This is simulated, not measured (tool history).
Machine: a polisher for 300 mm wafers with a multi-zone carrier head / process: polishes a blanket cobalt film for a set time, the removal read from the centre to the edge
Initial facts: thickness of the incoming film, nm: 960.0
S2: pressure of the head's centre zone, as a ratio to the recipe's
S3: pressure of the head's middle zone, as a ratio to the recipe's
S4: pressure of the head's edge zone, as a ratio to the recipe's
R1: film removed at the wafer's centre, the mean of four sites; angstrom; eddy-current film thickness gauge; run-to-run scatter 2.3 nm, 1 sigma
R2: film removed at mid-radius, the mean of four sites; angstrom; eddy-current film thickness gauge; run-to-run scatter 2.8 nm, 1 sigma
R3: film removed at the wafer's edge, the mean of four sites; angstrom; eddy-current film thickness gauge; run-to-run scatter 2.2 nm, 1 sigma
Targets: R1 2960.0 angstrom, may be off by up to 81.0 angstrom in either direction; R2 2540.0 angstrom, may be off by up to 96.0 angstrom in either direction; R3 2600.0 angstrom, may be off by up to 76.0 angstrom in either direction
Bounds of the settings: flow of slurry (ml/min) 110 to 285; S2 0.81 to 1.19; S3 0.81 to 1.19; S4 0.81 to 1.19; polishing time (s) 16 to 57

{"run": 1, "hour": 0.0, "flow of slurry (ml/min)": 180, "S2": 1.0, "S3": 1.0, "S4": 1.0, "polishing time (s)": 36, "R1": 2200.5, "R2": 2163.0, "R3": 2208.1}
{"run": 2, "hour": 6.9, "flow of slurry (ml/min)": 180, "S2": 1.05, "S3": 1.0, "S4": 1.0, "polishing time (s)": 36, "R1": 2287.8, "R2": 2136.6, "R3": 2221.3}
{"run": 3, "hour": 8.6, "flow of slurry (ml/min)": 200, "S2": 1.09, "S3": 1.02, "S4": 1.02, "polishing time (s)": 37, "R1": 2448.1, "R2": 2257.2, "R3": 2331.6}
{"run": 4, "hour": 16.0, "flow of slurry (ml/min)": 200, "S2": 1.02, "S3": 1.02, "S4": 1.02, "polishing time (s)": 37, "R1": 2352.5, "R2": 2311.7, "R3": 2317.8}
{"run": 5, "hour": 20.6, "flow of slurry (ml/min)": 165, "S2": 1.02, "S3": 1.02, "S4": 1.02, "polishing time (s)": 37, "R1": 2246.3, "R2": 2176.9, "R3": 2247.5}
{"run": 6, "hour": 25.2, "flow of slurry (ml/min)": 190, "S2": 1.07, "S3": 1.02, "S4": 1.02, "polishing time (s)": 37, "R1": 2387.1, "R2": 2260.1, "R3": 2285.9}
{"run": 7, "hour": 29.7, "flow of slurry (ml/min)": 210, "S2": 1.1, "S3": 1.01, "S4": 1.03, "polishing time (s)": 38, "R1": 2581.4, "R2": 2334.1, "R3": 2394.5}
{"run": 8, "hour": 31.9, "flow of slurry (ml/min)": 225, "S2": 1.12, "S3": 1.01, "S4": 1.04, "polishing time (s)": 38, "R1": 2671.8, "R2": 2347.8, "R3": 2394.3}
{"run": 9, "hour": 35.1, "flow of slurry (ml/min)": 230, "S2": 1.13, "S3": 1.01, "S4": 1.06, "polishing time (s)": 39, "R1": 2752.9, "R2": 2447.2, "R3": 2519.9}
{"run": 10, "hour": 37.8, "flow of slurry (ml/min)": 240, "S2": 1.14, "S3": 1.01, "S4": 1.06, "polishing time (s)": 39, "R1": 2800.1, "R2": 2455.8, "R3": 2512.2}
{"run": 11, "hour": 45.1, "flow of slurry (ml/min)": 245, "S2": 1.15, "S3": 1.01, "S4": 1.07, "polishing time (s)": 39, "R1": 2782.6, "R2": 2454.6, "R3": 2474.0}
{"run": 12, "hour": 48.6, "flow of slurry (ml/min)": 245, "S2": 1.16, "S3": 1.01, "S4": 1.07, "polishing time (s)": 39, "R1": 2832.0, "R2": 2459.8, "R3": 2527.7}
{"run": 13, "hour": 54.9, "flow of slurry (ml/min)": 250, "S2": 1.17, "S3": 1.01, "S4": 1.08, "polishing time (s)": 39, "R1": 2856.9, "R2": 2446.8, "R3": 2530.4}
{"run": 14, "hour": 59.3, "flow of slurry (ml/min)": 255, "S2": 1.17, "S3": 1.01, "S4": 1.09, "polishing time (s)": 39, "R1": 2890.4, "R2": 2463.6, "R3": 2552.7}
{"run": 15, "hour": 61.4, "flow of slurry (ml/min)": 260, "S2": 1.17, "S3": 1.01, "S4": 1.09, "polishing time (s)": 39, "R1": 2854.8, "R2": 2468.6, "R3": 2561.7}
{"run": 16, "hour": 64.6, "flow of slurry (ml/min)": 260, "S2": 1.17, "S3": 1.01, "S4": 1.09, "polishing time (s)": 39, "R1": 2824.4, "R2": 2439.2, "R3": 2571.6}

5 candidate next runs follow, results not yet known. Just one meets every target within its allowed miss. Identify it.
{"run": "A", "hour": 67.8, "flow of slurry (ml/min)": 255, "S2": 1.17, "S3": 1.01, "S4": 1.05, "polishing time (s)": 40, "R1": "?", "R2": "?", "R3": "?"}
{"run": "B", "hour": 67.8, "flow of slurry (ml/min)": 265, "S2": 1.05, "S3": 1.0, "S4": 1.19, "polishing time (s)": 39, "R1": "?", "R2": "?", "R3": "?"}
{"run": "C", "hour": 67.8, "flow of slurry (ml/min)": 250, "S2": 1.03, "S3": 1.03, "S4": 1.05, "polishing time (s)": 39, "R1": "?", "R2": "?", "R3": "?"}
{"run": "D", "hour": 67.8, "flow of slurry (ml/min)": 285, "S2": 1.15, "S3": 0.91, "S4": 1.14, "polishing time (s)": 39, "R1": "?", "R2": "?", "R3": "?"}
{"run": "E", "hour": 67.8, "flow of slurry (ml/min)": 275, "S2": 1.17, "S3": 1.05, "S4": 1.13, "polishing time (s)": 37, "R1": "?", "R2": "?", "R3": "?"}

move=A R1=2963.9 R2=2545.7 R3=2540.5
move=B R1=2662.0 R2=2473.3 R3=2587.8
move=C R1=2602.3 R2=2519.0 R3=2471.9
move=D R1=2887.2 R2=2302.9 R3=2570.2
move=E R1=2768.7 R2=2454.6 R3=2419.7
A: every result lands within tolerance
B: lands further from the targets than the last run did
C: lands further from the targets than the last run did
D: brings the last run's worst result on target, with another outside its allowed miss
E: lands further from the targets than the last run did
Move A is the one to make.
